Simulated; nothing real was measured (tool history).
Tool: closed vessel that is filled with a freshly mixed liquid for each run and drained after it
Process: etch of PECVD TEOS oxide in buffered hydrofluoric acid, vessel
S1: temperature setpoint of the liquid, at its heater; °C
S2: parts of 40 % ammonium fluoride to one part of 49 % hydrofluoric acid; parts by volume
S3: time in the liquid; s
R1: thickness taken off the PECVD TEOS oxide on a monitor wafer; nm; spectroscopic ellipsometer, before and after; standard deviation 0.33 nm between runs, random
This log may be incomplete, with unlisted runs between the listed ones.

{"run": 1, "hour": 0.0, "S1": 21.0, "S2": 17.5, "S3": 95, "R1": 69.772}
{"run": 2, "hour": 1.2, "S1": 20.0, "S2": 18.5, "S3": 95, "R1": 62.703}
{"run": 3, "hour": 6.0, "S1": 23.0, "S2": 18.5, "S3": 95, "R1": 74.947}
{"run": 4, "hour": 15.3, "S1": 23.0, "S2": 16.5, "S3": 95, "R1": 83.09}
{"run": 5, "hour": 17.4, "S1": 21.5, "S2": 18.0, "S3": 95, "R1": 71.631}
{"run": 6, "hour": 21.9, "S1": 21.5, "S2": 18.0, "S3": 105, "R1": 78.206}
{"run": 7, "hour": 27.5, "S1": 20.5, "S2": 19.5, "S3": 105, "R1": 67.307}

Estimate the outcome of run 8 from the log above:
{"run": 8, "hour": 35.7, "S1": 19.5, "S2": 20.5, "S3": 105, "R1": "?"}

R1: 61.748 nm

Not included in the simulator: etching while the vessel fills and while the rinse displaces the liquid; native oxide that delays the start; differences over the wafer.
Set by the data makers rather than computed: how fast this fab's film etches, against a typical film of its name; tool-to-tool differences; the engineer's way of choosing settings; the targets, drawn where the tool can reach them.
